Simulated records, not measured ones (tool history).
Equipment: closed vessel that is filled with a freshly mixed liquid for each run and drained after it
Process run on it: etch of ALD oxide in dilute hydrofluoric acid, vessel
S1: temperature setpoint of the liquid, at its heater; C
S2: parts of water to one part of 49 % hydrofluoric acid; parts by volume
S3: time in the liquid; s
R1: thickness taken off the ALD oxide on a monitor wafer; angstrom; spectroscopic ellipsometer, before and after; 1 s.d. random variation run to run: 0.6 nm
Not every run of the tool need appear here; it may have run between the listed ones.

Run 1, day 0.000: S1 23.0 C, S2 180 parts by volume, S3 600 s. Result: R1 342.70 angstrom.
Run 2, day 0.067: S1 24.0 C, S2 170 parts by volume, S3 600 s. Result: R1 378.41 angstrom.
Run 3, day 0.158: S1 24.0 C, S2 170 parts by volume, S3 640 s. Result: R1 407.17 angstrom.
Run 4, day 0.233: S1 24.5 C, S2 160 parts by volume, S3 640 s. Result: R1 448.20 angstrom.
Run 5, day 0.508: S1 25.0 C, S2 155 parts by volume, S3 640 s. Result: R1 471.05 angstrom.
Run 6, day 0.633: S1 25.5 C, S2 150 parts by volume, S3 640 s. Result: R1 494.41 angstrom.
Run 7, day 0.983: S1 26.0 C, S2 145 parts by volume, S3 640 s. Result: R1 532.86 angstrom.
At day 1.258: thermometer replaced.
Run 8, day 1.258: S1 26.5 C, S2 140 parts by volume, S3 640 s. Result: R1 518.58 angstrom.
Run 9, day 1.496: S1 27.0 C, S2 130 parts by volume, S3 640 s. Result: R1 576.06 angstrom.
Run 10, day 1.604: S1 27.5 C, S2 125 parts by volume, S3 640 s. Result: R1 618.85 angstrom.
Run 11, day 1.946: S1 31.0 C, S2 105 parts by volume, S3 640 s. Result: R1 861.68 angstrom.

Estimate the outcome of run 12 from the log above:
Run 12, day 2.133: S1 31.0 C, S2 105 parts by volume, S3 640 s. Result: R1 ?.

R1: 861.61 angstrom

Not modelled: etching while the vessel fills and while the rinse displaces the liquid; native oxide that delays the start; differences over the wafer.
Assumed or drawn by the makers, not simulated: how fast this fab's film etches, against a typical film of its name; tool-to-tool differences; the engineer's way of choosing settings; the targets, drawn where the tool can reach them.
